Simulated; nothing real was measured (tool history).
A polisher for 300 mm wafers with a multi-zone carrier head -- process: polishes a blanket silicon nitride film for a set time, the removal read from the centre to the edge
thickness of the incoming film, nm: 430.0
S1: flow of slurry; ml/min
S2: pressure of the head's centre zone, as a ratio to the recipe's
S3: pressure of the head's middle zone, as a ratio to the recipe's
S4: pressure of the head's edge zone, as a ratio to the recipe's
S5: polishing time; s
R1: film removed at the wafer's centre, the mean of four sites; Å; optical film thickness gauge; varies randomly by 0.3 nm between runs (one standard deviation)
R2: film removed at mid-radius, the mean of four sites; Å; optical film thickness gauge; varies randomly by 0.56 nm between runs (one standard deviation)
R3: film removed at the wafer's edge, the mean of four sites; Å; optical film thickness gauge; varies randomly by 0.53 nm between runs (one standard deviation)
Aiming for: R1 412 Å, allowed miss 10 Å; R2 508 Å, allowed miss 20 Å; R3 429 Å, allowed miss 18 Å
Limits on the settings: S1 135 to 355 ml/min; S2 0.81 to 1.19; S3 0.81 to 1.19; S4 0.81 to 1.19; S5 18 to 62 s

Run 1, hour 0: S1 225 ml/min, S2 1, S3 1, S4 1, S5 40 s. Result: R1 721.38 Å, R2 705.89 Å, R3 719.33 Å.
Run 2, hour 4.3: S1 265 ml/min, S2 1, S3 1, S4 1, S5 40 s. Result: R1 754.08 Å, R2 734.6 Å, R3 720.8 Å.
Run 3, hour 10.6: S1 265 ml/min, S2 1, S3 1, S4 1, S5 49 s. Result: R1 916.98 Å, R2 892.75 Å, R3 899.32 Å.
Run 4, hour 11.2: S1 315 ml/min, S2 1, S3 1, S4 1, S5 49 s. Result: R1 940.89 Å, R2 940.95 Å, R3 892.32 Å.
Run 5, hour 18.3: S1 315 ml/min, S2 1, S3 1, S4 0.92, S5 49 s. Result: R1 933.92 Å, R2 938.01 Å, R3 872.22 Å.
At hour 19.8: slurry nozzle cleaned.
Run 6, hour 19.8: S1 315 ml/min, S2 1, S3 0.93, S4 0.92, S5 49 s. Result: R1 957.04 Å, R2 909.94 Å, R3 909.18 Å.
Run 7, hour 25.8: S1 300 ml/min, S2 0.97, S3 0.96, S4 0.9, S5 44 s. Result: R1 840.87 Å, R2 824.43 Å, R3 784.97 Å.
Run 8, hour 31.8: S1 260 ml/min, S2 0.87, S3 1.06, S4 1, S5 33 s. Result: R1 549.22 Å, R2 659.14 Å, R3 595.79 Å.
Run 9, hour 32.7: S1 260 ml/min, S2 0.86, S3 1.06, S4 0.98, S5 31 s. Result: R1 513.69 Å, R2 628.64 Å, R3 571.86 Å.
Run 10, hour 38.5: S1 265 ml/min, S2 0.87, S3 1.07, S4 0.96, S5 29 s. Result: R1 488.13 Å, R2 585.12 Å, R3 524.86 Å.
Run 11, hour 42.8: S1 235 ml/min, S2 0.81, S3 1.07, S4 0.86, S5 25 s. Result: R1 383.73 Å, R2 498.24 Å, R3 428.99 Å.

Next run, 4 choices. One meets every target within its allowed miss, the rest don't. Which?
Run A, hour 47.1: S1 200 ml/min, S2 0.81, S3 1.14, S4 0.9, S5 23 s. Result: R1 ?, R2 ?, R3 ?.
Run B, hour 47.1: S1 215 ml/min, S2 0.81, S3 1.06, S4 0.89, S5 24 s. Result: R1 ?, R2 ?, R3 ?.
Run C, hour 47.1: S1 240 ml/min, S2 0.87, S3 1.09, S4 0.83, S5 25 s. Result: R1 ?, R2 ?, R3 ?.
Run D, hour 47.1: S1 225 ml/min, S2 0.85, S3 1.01, S4 0.86, S5 25 s. Result: R1 ?, R2 ?, R3 ?.

move      R1      R2      R3
   A   346.9  471.74  397.77
   B  366.35  467.72  417.26
   C   417.3  506.52  428.65
   D  403.44  470.63  431.71
A: its largest miss is bigger than the last run's
B: its largest miss is bigger than the last run's
C: all results in spec
D: meets the target for the result that was furthest off, but another lies outside its allowed miss
Go with C: it meets all targets.
